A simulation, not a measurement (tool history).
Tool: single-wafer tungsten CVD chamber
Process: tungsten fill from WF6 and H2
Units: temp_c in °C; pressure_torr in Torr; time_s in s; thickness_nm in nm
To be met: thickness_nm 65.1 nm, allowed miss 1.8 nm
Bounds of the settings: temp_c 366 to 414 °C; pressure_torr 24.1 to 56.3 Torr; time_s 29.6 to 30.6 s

run	hour	temp_c	pressure_torr	time_s	thickness_nm
1	0	390	40.2	29.6	79.353
2	8.9	390	40.2	30.6	81.925
3	12.1	387	40	30.6	77.013
4	16.8	387	40	29.6	74.799
5	21.8	387	46.9	29.6	79.264
6	27.7	387	46.9	30.6	82.255
7	29.8	384	46.7	30.6	78.075
8	33.5	382	46.5	30.6	75.489
9	35.8	380	46.3	30.6	72.449
10	43.8	378	46.2	30.6	69.683
11	50	377	46.1	30.6	68.679
12	57.3	376	46	30.6	67.591
13	58	376	46	30.6	67.207

Which of these 5 next moves meets every target?
A	58.7	376	46.1	29.8	?
B	58.7	377	52.6	29.6	?
C	58.7	376	49.2	30.4	?
D	58.7	379	49.6	30.3	?
E	58.7	378	47.6	29.9	?

move	thickness_nm
A	65.856
B	70.115
C	68.903
D	72.712
E	69.358
A: meets every target
B: further off than the last run
C: further off than the last run
D: further off than the last run
E: further off than the last run
The right move is A.
